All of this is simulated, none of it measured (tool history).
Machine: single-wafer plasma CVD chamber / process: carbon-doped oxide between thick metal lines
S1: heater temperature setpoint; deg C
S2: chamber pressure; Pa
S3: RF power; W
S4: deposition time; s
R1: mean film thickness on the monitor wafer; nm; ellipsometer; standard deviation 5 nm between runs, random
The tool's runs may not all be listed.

| run | hour | S1 | S2 | S3 | S4 | R1 |
|---|---|---|---|---|---|---|
| 1 | 0 | 370 | 575 | 505 | 222 | 1087.5 |
| 2 | 0.7 | 370 | 593 | 525 | 223 | 1129.1 |
| 3 | 7 | 370 | 613 | 540 | 223 | 1157.9 |
| 4 | 14.6 | 370 | 633 | 555 | 223 | 1191.5 |
| 5 | 22.6 | 370 | 655 | 565 | 223 | 1213.8 |
| 6 | 24.6 | 374 | 655 | 565 | 223 | 1203.6 |
| 7 | 33.3 | 374 | 675 | 570 | 223 | 1218.3 |

Run 8, settings as shown, results not yet in. Your forecast:
| 8 | 36.4 | 374 | 692 | 575 | 223 | ? |

{"run 8": {"R1": 1222.3}}

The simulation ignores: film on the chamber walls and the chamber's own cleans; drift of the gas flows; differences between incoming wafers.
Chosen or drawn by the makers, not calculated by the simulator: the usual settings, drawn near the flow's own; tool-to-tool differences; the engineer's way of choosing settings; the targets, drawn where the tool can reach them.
